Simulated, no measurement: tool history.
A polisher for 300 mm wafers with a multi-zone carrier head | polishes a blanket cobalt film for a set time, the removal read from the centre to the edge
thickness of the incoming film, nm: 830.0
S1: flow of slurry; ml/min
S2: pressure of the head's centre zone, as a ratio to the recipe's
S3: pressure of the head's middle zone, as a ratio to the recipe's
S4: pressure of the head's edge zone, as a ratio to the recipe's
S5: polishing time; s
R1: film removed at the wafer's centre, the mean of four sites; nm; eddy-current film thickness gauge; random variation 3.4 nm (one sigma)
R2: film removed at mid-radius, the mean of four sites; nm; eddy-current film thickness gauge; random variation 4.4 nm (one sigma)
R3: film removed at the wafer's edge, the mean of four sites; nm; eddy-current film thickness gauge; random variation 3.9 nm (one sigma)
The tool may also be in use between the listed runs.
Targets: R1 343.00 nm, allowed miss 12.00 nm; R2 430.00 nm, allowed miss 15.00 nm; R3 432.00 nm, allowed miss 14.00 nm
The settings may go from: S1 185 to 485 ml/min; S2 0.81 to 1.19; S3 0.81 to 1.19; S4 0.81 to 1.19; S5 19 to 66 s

| run | hour | S1 | S2 | S3 | S4 | S5 | R1 | R2 | R3 |
|---|---|---|---|---|---|---|---|---|---|
| 1 | 0.0 | 310 | 1.00 | 1.00 | 1.00 | 42 | 331.11 | 324.36 | 341.91 |
| 2 | 6.9 | 380 | 1.00 | 1.00 | 1.00 | 42 | 335.92 | 335.29 | 350.34 |
| 3 | 11.1 | 380 | 1.00 | 1.00 | 1.05 | 42 | 332.94 | 330.26 | 350.67 |
| 4 | 18.3 | 380 | 0.96 | 1.00 | 1.05 | 42 | 320.54 | 335.33 | 349.06 |
| 5 | 20.2 | 380 | 0.96 | 0.96 | 1.05 | 42 | 323.48 | 318.77 | 352.07 |
| 6 | 24.9 | 380 | 0.96 | 1.03 | 1.05 | 42 | 330.25 | 340.36 | 350.35 |
| 7 | 26.1 | 415 | 0.91 | 1.04 | 1.09 | 44 | 327.53 | 366.82 | 378.83 |
| 8 | 35.0 | 420 | 0.89 | 1.06 | 1.11 | 45 | 328.08 | 378.45 | 385.17 |
| 9 | 41.0 | 425 | 0.87 | 1.07 | 1.12 | 46 | 327.58 | 398.01 | 401.70 |
| 10 | 48.7 | 425 | 0.87 | 1.08 | 1.13 | 47 | 329.97 | 402.64 | 406.33 |
| 11 | 55.8 | 430 | 0.87 | 1.09 | 1.14 | 48 | 349.48 | 411.57 | 426.29 |
| 12 | 57.9 | 425 | 0.83 | 1.15 | 1.14 | 48 | 328.31 | 422.39 | 419.99 |

5 next moves are on the table. One of them brings every result within its allowed miss. Which?
| A | 60.0 | 215 | 0.89 | 0.99 | 1.19 | 53 | ? | ? | ? |
| B | 60.0 | 290 | 0.89 | 1.03 | 1.19 | 49 | ? | ? | ? |
| C | 60.0 | 485 | 0.98 | 1.19 | 1.06 | 46 | ? | ? | ? |
| D | 60.0 | 370 | 0.88 | 1.15 | 1.19 | 49 | ? | ? | ? |
| E | 60.0 | 440 | 0.82 | 1.16 | 1.08 | 48 | ? | ? | ? |

| move | R1 | R2 | R3 |
|---|---|---|---|
| A | 366.18 | 397.22 | 464.19 |
| B | 346.90 | 387.68 | 436.06 |
| C | 367.12 | 423.54 | 394.56 |
| D | 349.93 | 431.69 | 440.74 |
| E | 326.31 | 430.56 | 414.01 |
A: takes the result that was furthest off past its target
B: brings the result that was furthest off to its target, and leaves another outside
C: takes the result that was furthest off past its target
D: meets every target
E: further off than the last run
Move D is the one to make.

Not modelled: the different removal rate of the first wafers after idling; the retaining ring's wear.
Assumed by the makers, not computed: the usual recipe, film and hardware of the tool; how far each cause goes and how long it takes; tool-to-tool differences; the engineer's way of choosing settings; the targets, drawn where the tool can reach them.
